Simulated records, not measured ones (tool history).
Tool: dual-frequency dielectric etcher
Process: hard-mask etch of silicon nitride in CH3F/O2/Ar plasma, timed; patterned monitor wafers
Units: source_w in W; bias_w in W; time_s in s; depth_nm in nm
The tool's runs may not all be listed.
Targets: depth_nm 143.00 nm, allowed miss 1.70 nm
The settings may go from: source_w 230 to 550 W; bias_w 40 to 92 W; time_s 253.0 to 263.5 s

run,hour,source_w,bias_w,time_s,depth_nm
1,0.0,390,66,253.0,163.47
2,2.3,390,66,253.0,164.86
3,7.9,350,65,253.0,157.12
4,14.7,320,65,253.0,152.12
5,22.4,320,65,253.0,151.14
6,26.8,320,76,253.0,158.74
7,34.6,290,75,253.0,151.15
8,35.9,280,75,253.0,149.05
9,44.7,280,75,253.0,149.23
10,45.9,270,75,253.0,147.98
11,47.8,260,75,253.0,145.50

Which of these 4 next moves meets every target?
A,49.7,250,75,259.0,?
B,49.7,230,83,255.5,?
C,49.7,260,77,257.0,?
D,49.7,290,71,253.0,?

move,depth_nm
A,145.67
B,143.46
C,148.24
D,148.82
A: further off than the last run
B: meets every target
C: further off than the last run
D: further off than the last run
Move B is the one to make.
